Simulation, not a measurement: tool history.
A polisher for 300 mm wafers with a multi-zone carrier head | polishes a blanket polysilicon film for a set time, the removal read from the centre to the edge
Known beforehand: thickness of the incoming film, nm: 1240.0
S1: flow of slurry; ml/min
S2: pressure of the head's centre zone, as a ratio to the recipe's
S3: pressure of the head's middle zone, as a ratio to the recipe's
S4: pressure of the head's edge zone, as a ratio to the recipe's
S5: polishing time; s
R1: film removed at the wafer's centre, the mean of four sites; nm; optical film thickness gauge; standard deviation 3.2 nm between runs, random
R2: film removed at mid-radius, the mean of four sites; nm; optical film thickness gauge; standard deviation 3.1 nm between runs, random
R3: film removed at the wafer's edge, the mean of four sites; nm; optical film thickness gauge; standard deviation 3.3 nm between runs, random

Run 1, day 0.000: S1 245 ml/min, S2 1.00, S3 1.00, S4 1.00, S5 60 s. Result: R1 332.22 nm, R2 335.10 nm, R3 331.01 nm.
Run 2, day 0.129: S1 255 ml/min, S2 1.00, S3 1.00, S4 1.05, S5 63 s. Result: R1 353.20 nm, R2 357.91 nm, R3 354.85 nm.
Run 3, day 0.500: S1 255 ml/min, S2 0.94, S3 1.00, S4 1.05, S5 63 s. Result: R1 333.33 nm, R2 358.73 nm, R3 354.54 nm.
Run 4, day 0.550: S1 255 ml/min, S2 0.94, S3 1.06, S4 1.05, S5 63 s. Result: R1 332.48 nm, R2 372.02 nm, R3 354.93 nm.
Run 5, day 0.588: S1 210 ml/min, S2 0.94, S3 1.06, S4 1.05, S5 63 s. Result: R1 322.53 nm, R2 366.50 nm, R3 345.39 nm.
Run 6, day 0.904: S1 240 ml/min, S2 0.94, S3 1.04, S4 1.09, S5 65 s. Result: R1 342.90 nm, R2 373.06 nm, R3 367.34 nm.
Run 7, day 1.258: S1 260 ml/min, S2 0.93, S3 1.03, S4 1.12, S5 67 s. Result: R1 353.16 nm, R2 396.35 nm, R3 388.19 nm.
Run 8, day 1.550: S1 275 ml/min, S2 0.93, S3 1.00, S4 1.14, S5 68 s. Result: R1 361.04 nm, R2 389.98 nm, R3 405.34 nm.

Forecast run 9:
Run 9, day 1.667: S1 290 ml/min, S2 0.94, S3 1.00, S4 1.15, S5 68 s. Result: R1 ?, R2 ?, R3 ?.

{"run 9": {"R1": 370.92, "R2": 388.17, "R3": 399.44}}

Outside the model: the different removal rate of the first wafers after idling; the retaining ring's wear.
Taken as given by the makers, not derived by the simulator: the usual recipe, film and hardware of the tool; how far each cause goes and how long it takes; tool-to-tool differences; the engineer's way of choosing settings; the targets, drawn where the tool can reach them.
